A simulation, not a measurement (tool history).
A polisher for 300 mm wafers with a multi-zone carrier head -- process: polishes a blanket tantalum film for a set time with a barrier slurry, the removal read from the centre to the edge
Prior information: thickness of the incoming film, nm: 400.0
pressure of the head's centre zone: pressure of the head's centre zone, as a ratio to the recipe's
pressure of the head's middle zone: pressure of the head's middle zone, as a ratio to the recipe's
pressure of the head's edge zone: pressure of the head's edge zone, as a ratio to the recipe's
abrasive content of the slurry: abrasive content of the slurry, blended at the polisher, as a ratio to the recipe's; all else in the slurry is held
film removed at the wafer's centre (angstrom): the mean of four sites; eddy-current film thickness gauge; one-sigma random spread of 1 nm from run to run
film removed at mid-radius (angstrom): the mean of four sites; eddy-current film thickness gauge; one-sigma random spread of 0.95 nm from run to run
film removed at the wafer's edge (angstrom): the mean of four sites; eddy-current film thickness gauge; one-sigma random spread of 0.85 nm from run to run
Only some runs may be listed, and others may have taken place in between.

run	hour	flow of slurry (ml/min)	pressure of the head's centre zone	pressure of the head's middle zone	pressure of the head's edge zone	abrasive content of the slurry	polishing time (s)	film removed at the wafer's centre (angstrom)	film removed at mid-radius (angstrom)	film removed at the wafer's edge (angstrom)
1	0.0	255	1.00	1.00	1.00	1.0	56	1326.6	1301.6	1307.7
2	4.9	260	1.02	0.98	1.00	1.0	56	1337.1	1284.8	1308.7
3	9.4	265	1.05	0.96	1.00	1.0	56	1365.5	1276.9	1317.0
4	12.5	265	1.08	0.94	0.99	1.0	56	1407.4	1232.6	1295.4
5	19.0	265	1.09	0.93	0.99	1.0	56	1409.0	1234.6	1307.8
6	22.9	265	1.09	0.93	0.99	0.8	56	1300.4	1146.3	1203.0

Estimate the outcome of run 7 from the log above:
7	31.0	280	1.11	0.93	1.01	0.8	56	?	?	?

For run 7 the tool returned film removed at the wafer's centre (angstrom) 1321.8, film removed at mid-radius (angstrom) 1153.8, film removed at the wafer's edge (angstrom) 1226.2.
